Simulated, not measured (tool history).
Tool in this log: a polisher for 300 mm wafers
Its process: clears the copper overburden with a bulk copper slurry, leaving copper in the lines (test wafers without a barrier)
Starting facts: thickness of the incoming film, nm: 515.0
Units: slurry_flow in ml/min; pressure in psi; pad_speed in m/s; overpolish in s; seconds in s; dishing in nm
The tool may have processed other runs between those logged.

{"run": 1, "hour": 0.0, "slurry_flow": 255, "pressure": 1.8, "pad_speed": 1.18, "slurry_solids": 1, "overpolish": 20, "seconds": 70.852, "dishing": 65.584}
{"run": 2, "hour": 5.5, "slurry_flow": 255, "pressure": 1.8, "pad_speed": 1.18, "slurry_solids": 1.1, "overpolish": 20, "seconds": 70.578, "dishing": 67.358}
{"run": 3, "hour": 7.8, "slurry_flow": 255, "pressure": 1.8, "pad_speed": 0.92, "slurry_solids": 1.1, "overpolish": 20, "seconds": 80.489, "dishing": 61.944}
{"run": 4, "hour": 12.2, "slurry_flow": 295, "pressure": 1.7, "pad_speed": 1.04, "slurry_solids": 0.95, "overpolish": 16, "seconds": 80.327, "dishing": 53.98}
{"run": 5, "hour": 18.8, "slurry_flow": 325, "pressure": 1.6, "pad_speed": 1.16, "slurry_solids": 0.8, "overpolish": 13, "seconds": 83.214, "dishing": 45.987}
{"run": 6, "hour": 24.7, "slurry_flow": 345, "pressure": 1.5, "pad_speed": 1.34, "slurry_solids": 0.7, "overpolish": 11, "seconds": 83.89, "dishing": 39.695}

The next listed run, before its measurement:
{"run": 7, "hour": 27.0, "slurry_flow": 360, "pressure": 1.5, "pad_speed": 1.48, "slurry_solids": 0.65, "overpolish": 10, "seconds": "?", "dishing": "?"}

seconds: 81.329 s
dishing: 38.324 nm
